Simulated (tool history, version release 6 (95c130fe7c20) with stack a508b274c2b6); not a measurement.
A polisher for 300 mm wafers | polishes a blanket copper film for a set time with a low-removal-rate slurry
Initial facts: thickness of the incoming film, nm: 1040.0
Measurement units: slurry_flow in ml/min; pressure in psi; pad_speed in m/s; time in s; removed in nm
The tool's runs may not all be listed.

run,day,slurry_flow,pressure,pad_speed,slurry_solids,time,removed
1,0.000,300,1.8,0.90,1.00,19,22.723
2,0.250,300,1.8,0.90,1.00,17,20.264
3,0.292,300,2.1,0.90,1.00,17,23.656
4,0.446,300,2.1,0.90,1.15,17,24.592
5,0.612,300,1.9,0.90,1.15,17,22.286
6,0.875,300,1.9,0.70,1.15,17,17.491
# day 1.108: head pressure recalibrated
7,1.108,300,2.2,0.76,1.15,17,24.662

Run 8 has not been measured yet. What should we expect?
8,1.338,300,2.3,0.76,1.15,17,?

Run 8 yielded removed 25.255 nm.
